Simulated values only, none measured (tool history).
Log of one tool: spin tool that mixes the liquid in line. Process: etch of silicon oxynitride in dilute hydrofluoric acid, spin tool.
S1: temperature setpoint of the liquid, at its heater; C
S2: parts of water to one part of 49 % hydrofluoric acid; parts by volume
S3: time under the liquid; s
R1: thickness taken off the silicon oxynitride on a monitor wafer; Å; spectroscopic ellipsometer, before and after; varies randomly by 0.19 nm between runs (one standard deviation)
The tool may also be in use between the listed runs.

Run 1, hour 0: S1 22 C, S2 100 parts by volume, S3 315 s. Result: R1 77.77 Å.
Run 2, hour 5.3: S1 23.5 C, S2 85 parts by volume, S3 315 s. Result: R1 101.2 Å.
Run 3, hour 8.3: S1 25 C, S2 75 parts by volume, S3 315 s. Result: R1 121.11 Å.
Run 4, hour 12.7: S1 21.5 C, S2 75 parts by volume, S3 315 s. Result: R1 103.64 Å.
Run 5, hour 15.9: S1 21.5 C, S2 75 parts by volume, S3 315 s. Result: R1 102.14 Å.
Run 6, hour 21.9: S1 23.5 C, S2 70 parts by volume, S3 315 s. Result: R1 121.31 Å.
Run 7, hour 27.7: S1 25 C, S2 65 parts by volume, S3 315 s. Result: R1 140.85 Å.

What will run 8 give?
Run 8, hour 29.8: S1 26 C, S2 60 parts by volume, S3 315 s. Result: R1 ?.

Logged for run 8: R1 159.89 Å.
